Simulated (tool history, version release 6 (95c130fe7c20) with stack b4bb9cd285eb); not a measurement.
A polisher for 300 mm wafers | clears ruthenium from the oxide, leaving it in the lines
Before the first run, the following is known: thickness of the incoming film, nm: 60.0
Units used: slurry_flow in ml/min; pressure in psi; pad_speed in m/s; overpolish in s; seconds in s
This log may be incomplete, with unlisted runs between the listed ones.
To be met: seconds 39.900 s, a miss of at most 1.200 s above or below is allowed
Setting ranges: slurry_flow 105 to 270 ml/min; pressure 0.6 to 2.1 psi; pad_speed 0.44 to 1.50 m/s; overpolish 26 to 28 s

| run | hour | slurry_flow | pressure | pad_speed | overpolish | seconds |
|---|---|---|---|---|---|---|
| 1 | 0.0 | 175 | 1.3 | 0.96 | 26 | 74.821 |
| 2 | 7.1 | 175 | 1.3 | 0.96 | 26 | 74.964 |
| 3 | 11.8 | 175 | 1.4 | 0.96 | 26 | 68.456 |
| 4 | 15.9 | 175 | 1.5 | 0.96 | 26 | 65.173 |
| 5 | 23.2 | 175 | 1.2 | 0.96 | 26 | 80.145 |
| 6 | 27.7 | 175 | 1.2 | 1.08 | 26 | 72.279 |
| 7 | 33.7 | 175 | 1.3 | 1.08 | 26 | 67.400 |
| 8 | 38.1 | 175 | 1.4 | 1.08 | 26 | 63.530 |
| 9 | 41.1 | 200 | 1.8 | 1.10 | 26 | 46.930 |
| 10 | 47.4 | 200 | 1.9 | 1.10 | 26 | 45.131 |
| 11 | 52.9 | 200 | 1.9 | 1.10 | 26 | 45.473 |
| 12 | 58.6 | 200 | 1.9 | 1.10 | 26 | 45.271 |
| 13 | 65.7 | 200 | 2.0 | 1.10 | 26 | 42.394 |
| 14 | 73.3 | 200 | 2.0 | 1.10 | 26 | 42.724 |

Of the 5 settings listed for the next run, only one would bring every result within its allowed miss of target. Which one?
| A | 80.9 | 190 | 1.8 | 1.24 | 26 | ? |
| B | 80.9 | 260 | 1.7 | 1.22 | 28 | ? |
| C | 80.9 | 235 | 2.1 | 1.16 | 26 | ? |
| D | 80.9 | 160 | 2.1 | 1.24 | 28 | ? |
| E | 80.9 | 230 | 1.7 | 1.38 | 26 | ? |

| move | seconds |
|---|---|
| A | 42.802 |
| B | 44.151 |
| C | 38.054 |
| D | 37.870 |
| E | 39.904 |
A: roughly where the last run was
B: lands further from the targets than the last run did
C: takes the result that was furthest off past its target
D: takes the result that was furthest off past its target
E: each result inside its tolerance
Answer: E

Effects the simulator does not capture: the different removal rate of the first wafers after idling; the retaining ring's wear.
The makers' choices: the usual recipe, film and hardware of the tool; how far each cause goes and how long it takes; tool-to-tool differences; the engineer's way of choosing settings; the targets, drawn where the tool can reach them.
